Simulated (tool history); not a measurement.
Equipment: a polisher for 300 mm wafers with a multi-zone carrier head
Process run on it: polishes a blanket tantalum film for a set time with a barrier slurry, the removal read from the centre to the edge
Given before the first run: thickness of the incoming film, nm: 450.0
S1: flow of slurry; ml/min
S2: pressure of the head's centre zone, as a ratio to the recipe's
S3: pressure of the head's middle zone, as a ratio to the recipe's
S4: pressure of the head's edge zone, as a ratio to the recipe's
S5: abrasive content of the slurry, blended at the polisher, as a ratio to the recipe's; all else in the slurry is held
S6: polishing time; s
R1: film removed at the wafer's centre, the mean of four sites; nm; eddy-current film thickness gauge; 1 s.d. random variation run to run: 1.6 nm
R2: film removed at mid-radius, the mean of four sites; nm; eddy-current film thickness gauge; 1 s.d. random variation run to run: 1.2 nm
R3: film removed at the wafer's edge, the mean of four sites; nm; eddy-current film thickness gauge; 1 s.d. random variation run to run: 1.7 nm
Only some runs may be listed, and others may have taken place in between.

run,hour,S1,S2,S3,S4,S5,S6,R1,R2,R3
1,0.0,235,1.00,1.00,1.00,1.00,84,150.17,149.85,150.63
2,5.1,235,1.00,1.00,1.00,1.00,69,118.74,122.84,119.80
3,11.2,270,1.00,1.00,1.00,1.00,69,125.37,122.24,124.80
4,11.9,275,1.02,1.00,0.98,1.00,69,129.01,122.39,123.87
5,18.4,275,1.02,1.00,0.98,1.00,78,146.07,139.71,143.71
6,24.0,275,1.02,1.00,0.98,0.90,78,138.16,139.36,139.13
7,27.0,260,1.04,0.97,0.95,0.90,77,139.74,131.48,134.05

Run 8 has not been measured yet. What should we expect?
8,28.2,245,1.05,0.96,0.92,0.85,76,?,?,?

Run 8 gave R1 135.60 nm, R2 124.89 nm, R3 126.97 nm.

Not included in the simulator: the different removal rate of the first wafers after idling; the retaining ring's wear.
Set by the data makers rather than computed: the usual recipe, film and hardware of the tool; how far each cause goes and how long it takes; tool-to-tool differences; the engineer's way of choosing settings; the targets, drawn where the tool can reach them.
